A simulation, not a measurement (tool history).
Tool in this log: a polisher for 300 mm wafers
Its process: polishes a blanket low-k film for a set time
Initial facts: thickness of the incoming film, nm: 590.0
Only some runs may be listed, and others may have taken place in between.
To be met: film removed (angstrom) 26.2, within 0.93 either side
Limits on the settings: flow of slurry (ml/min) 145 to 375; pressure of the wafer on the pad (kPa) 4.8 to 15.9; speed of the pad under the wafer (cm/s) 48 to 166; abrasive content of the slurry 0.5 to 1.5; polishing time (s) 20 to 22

run    day  flow of slurry (ml/min)  pressure of the wafer on the pad (kPa)  speed of the pad under the wafer (cm/s)  abrasive content of the slurry  polishing time (s)  film removed (angstrom)
  1      0                      240                                    10.3                                      106                               1                  22                   72.791
  2  0.204                      240                                     9.7                                       98                               1                  22                   66.315
  3  0.258                      240                                     9.7                                      124                               1                  22                   74.872
  4  0.379                      240                                     9.7                                       98                               1                  22                   66.717
  5  0.742                      240                                     7.6                                       98                               1                  22                   52.315
  6  1.058                      240                                     6.9                                       92                            0.95                  22                   45.322
  7  1.221                      240                                     6.9                                       86                            0.95                  22                    44.27
  8  1.542                      240                                     6.9                                       82                            0.95                  22                   43.184
  9  1.562                      240                                     6.9                                       82                            0.95                  22                   43.069
 10  1.712                      240                                     6.9                                       78                            0.95                  22                   41.464
 11  1.754                      235                                     4.8                                       48                             0.9                  22                   24.084
 12  1.979                      245                                     5.5                                       48                             0.9                  22                   27.575
 13  2.171                      240                                     5.5                                       48                             0.9                  22                     27.7
 14    2.4                      235                                     5.5                                       48                             0.9                  22                   27.444
 15  2.425                      230                                     5.5                                       48                             0.9                  22                   27.496

Which single option among these 5 for the next run brings every result within its allowed miss of target? Just one does.
  A  2.45                      205                                     5.5                                       52                            0.95                  22                        ?
  B  2.45                      260                                     6.2                                       48                            0.95                  20                        ?
  C  2.45                      235                                     5.5                                       64                            0.85                  22                        ?
  D  2.45                      270                                     6.2                                       64                             0.7                  21                        ?
  E  2.45                      205                                     5.5                                       66                             0.9                  22                        ?

move  film removed (angstrom)
   A                   28.756
   B                   29.342
   C                   29.122
   D                    26.63
   E                   30.191
A: further off than the last run
B: further off than the last run
C: further off than the last run
D: in spec on every target
E: further off than the last run
Go with D: it meets all targets.
